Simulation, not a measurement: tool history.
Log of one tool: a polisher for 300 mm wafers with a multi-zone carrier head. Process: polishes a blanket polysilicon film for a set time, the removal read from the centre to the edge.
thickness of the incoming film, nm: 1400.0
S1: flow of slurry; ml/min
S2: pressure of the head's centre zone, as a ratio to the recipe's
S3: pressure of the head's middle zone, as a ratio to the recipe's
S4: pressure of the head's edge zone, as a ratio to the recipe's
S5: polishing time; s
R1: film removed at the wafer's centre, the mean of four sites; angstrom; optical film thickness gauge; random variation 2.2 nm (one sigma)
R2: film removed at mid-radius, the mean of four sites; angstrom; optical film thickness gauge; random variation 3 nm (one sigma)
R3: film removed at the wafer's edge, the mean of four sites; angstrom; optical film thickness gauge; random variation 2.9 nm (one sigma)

run  hour   S1    S2    S3    S4  S5      R1      R2      R3
  1     0  240     1     1     1  78  3687.8  3618.7  3648.1
  2   0.6  240     1  1.04     1  78  3666.2  3751.4  3622.5
  3   3.8  295     1  1.04     1  78  3792.7  3812.7  3629.5
  4   6.2  245     1  1.04     1  78  3731.3    3758  3593.6
  5  13.6  245  0.96  1.05  0.97  69  3138.1  3351.1  3150.7
  6  21.1  245  0.96  1.05  0.97  56  2525.3  2737.2  2575.7
     23.2  -- worn pad replaced by a new one
  7  23.2  245  0.95  1.06  0.95  55  2595.6  2911.5  2645.7
  8  25.8  225  0.94   1.1  0.96  46  2139.7  2430.5  2186.2
  9  29.4  255  0.93  1.09  0.94  47  2207.3  2517.7  2270.7

The next listed run, before its measurement:
 10  32.9  260  0.92  1.09  0.92  49   ?   ?   ?

Run 10 gave R1 2308.2 angstrom, R2 2632.2 angstrom, R3 2311.3 angstrom.
